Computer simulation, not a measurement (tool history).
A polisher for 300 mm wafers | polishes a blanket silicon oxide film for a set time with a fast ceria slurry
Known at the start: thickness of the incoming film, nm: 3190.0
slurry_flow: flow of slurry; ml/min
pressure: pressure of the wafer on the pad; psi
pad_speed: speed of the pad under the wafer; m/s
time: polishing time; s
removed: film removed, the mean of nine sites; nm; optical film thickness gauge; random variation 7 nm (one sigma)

run	hour	slurry_flow	pressure	pad_speed	time	removed
1	0.0	285	3.0	1.02	26	460.63
2	1.1	290	3.6	1.08	26	577.66
3	7.4	295	3.9	1.14	26	665.52
4	10.6	295	4.1	1.18	26	724.48
5	15.4	295	4.1	0.96	26	595.26
6	24.2	300	4.3	1.08	26	691.73
7	32.7	300	4.4	1.16	26	752.33
8	38.9	300	4.5	1.22	26	812.76
9	41.7	300	4.5	1.26	26	841.05

The next listed run, before its measurement:
# hour 42.2: worn pad replaced by a new one
10	42.2	300	4.5	1.28	26	?

Run 10 gave removed 967.64 nm.
